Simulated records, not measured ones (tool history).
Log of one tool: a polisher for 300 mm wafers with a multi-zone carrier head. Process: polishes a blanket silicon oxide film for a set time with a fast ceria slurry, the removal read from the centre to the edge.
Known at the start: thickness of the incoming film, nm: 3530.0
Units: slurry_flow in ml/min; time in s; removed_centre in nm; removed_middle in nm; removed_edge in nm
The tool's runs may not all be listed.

run 1 hour=0.0 | slurry_flow=170 centre_zone=1.00 middle_zone=1.00 edge_zone=1.00 time=80 | removed_centre=844.24 removed_middle=847.54 removed_edge=799.25
run 2 hour=5.1 | slurry_flow=170 centre_zone=0.91 middle_zone=1.00 edge_zone=1.00 time=80 | removed_centre=754.30 removed_middle=823.36 removed_edge=828.00
run 3 hour=8.5 | slurry_flow=170 centre_zone=0.91 middle_zone=1.00 edge_zone=1.00 time=93 | removed_centre=862.04 removed_middle=964.83 removed_edge=970.94
run 4 hour=15.7 | slurry_flow=170 centre_zone=0.91 middle_zone=1.00 edge_zone=1.00 time=105 | removed_centre=976.32 removed_middle=1095.50 removed_edge=1062.10
run 5 hour=17.1 | slurry_flow=165 centre_zone=0.92 middle_zone=0.96 edge_zone=0.99 time=97 | removed_centre=899.83 removed_middle=978.30 removed_edge=999.23
run 6 hour=22.1 | slurry_flow=165 centre_zone=0.94 middle_zone=0.93 edge_zone=0.99 time=89 | removed_centre=884.03 removed_middle=882.71 removed_edge=920.60
run 7 hour=29.7 | slurry_flow=160 centre_zone=0.94 middle_zone=0.91 edge_zone=0.98 time=83 | removed_centre=778.01 removed_middle=783.89 removed_edge=840.59
run 8 hour=37.1 | slurry_flow=155 centre_zone=0.95 middle_zone=0.89 edge_zone=0.98 time=80 | removed_centre=766.74 removed_middle=762.76 removed_edge=802.16
run 9 hour=41.7 | slurry_flow=190 centre_zone=1.02 middle_zone=0.81 edge_zone=1.08 time=58 | removed_centre=620.71 removed_middle=522.14 removed_edge=611.77

Forecast run 10:
-- hour=45.8 worn pad replaced by a new one
run 10 hour=45.8 | slurry_flow=190 centre_zone=1.02 middle_zone=0.82 edge_zone=1.09 time=59 | removed_centre=? removed_middle=? removed_edge=?

removed_centre: 730.48 nm
removed_middle: 594.05 nm
removed_edge: 726.71 nm

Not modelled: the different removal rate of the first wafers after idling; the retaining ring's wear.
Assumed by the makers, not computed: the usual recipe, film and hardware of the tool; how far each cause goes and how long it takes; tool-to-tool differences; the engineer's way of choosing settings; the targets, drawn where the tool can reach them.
